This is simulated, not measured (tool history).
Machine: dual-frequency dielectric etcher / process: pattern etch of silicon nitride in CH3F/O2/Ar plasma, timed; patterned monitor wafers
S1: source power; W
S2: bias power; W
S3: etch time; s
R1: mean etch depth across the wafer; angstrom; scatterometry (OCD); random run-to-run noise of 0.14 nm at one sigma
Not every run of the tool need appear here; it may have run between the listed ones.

run	day	S1	S2	S3	R1
1	0.000	480	85	77.0	581.85
2	0.033	480	85	77.0	579.35
3	0.400	500	86	77.0	589.46
4	0.629	510	87	77.0	595.66
5	0.725	520	88	77.0	602.19
6	0.904	530	89	77.0	608.76

The next listed run, before its measurement:
7	0.954	540	90	77.0	?

{"run 7": {"R1": 612.82}}
